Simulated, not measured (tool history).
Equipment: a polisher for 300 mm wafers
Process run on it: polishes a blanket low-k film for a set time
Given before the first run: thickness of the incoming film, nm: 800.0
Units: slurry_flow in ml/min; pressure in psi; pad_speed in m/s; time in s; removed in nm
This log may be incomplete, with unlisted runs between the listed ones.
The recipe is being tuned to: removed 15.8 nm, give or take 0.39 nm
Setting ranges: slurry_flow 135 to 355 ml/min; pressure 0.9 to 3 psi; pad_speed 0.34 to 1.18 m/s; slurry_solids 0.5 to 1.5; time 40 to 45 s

| run | hour | slurry_flow | pressure | pad_speed | slurry_solids | time | removed |
|---|---|---|---|---|---|---|---|
| 1 | 0 | 225 | 1.9 | 0.76 | 1 | 45 | 13.189 |
| 2 | 6 | 225 | 1.9 | 0.66 | 1 | 45 | 11.685 |
| 3 | 7 | 225 | 1.9 | 0.66 | 0.85 | 45 | 10.916 |
| 4 | 13.6 | 225 | 1.6 | 0.66 | 0.85 | 45 | 9.2906 |
| 5 | 16.5 | 225 | 1.9 | 0.66 | 0.85 | 45 | 10.997 |
| 6 | 21.4 | 230 | 2.1 | 0.66 | 0.85 | 45 | 12.108 |
| 7 | 24.2 | 235 | 2.2 | 0.66 | 0.85 | 45 | 12.838 |
| 8 | 32.2 | 275 | 2.6 | 0.66 | 0.85 | 45 | 15.343 |

Which of these 4 next moves meets every target?
| A | 40.2 | 225 | 2.7 | 0.66 | 0.95 | 44 | ? |
| B | 40.2 | 275 | 2.3 | 0.78 | 1 | 40 | ? |
| C | 40.2 | 295 | 2.6 | 0.68 | 0.9 | 42 | ? |
| D | 40.2 | 250 | 2.6 | 0.64 | 0.9 | 45 | ? |

| move | removed |
|---|---|
| A | 16.001 |
| B | 14.844 |
| C | 15.198 |
| D | 15.249 |
A: each result inside its tolerance
B: further off than the last run
C: further off than the last run
D: further off than the last run
The move that meets every target is A.
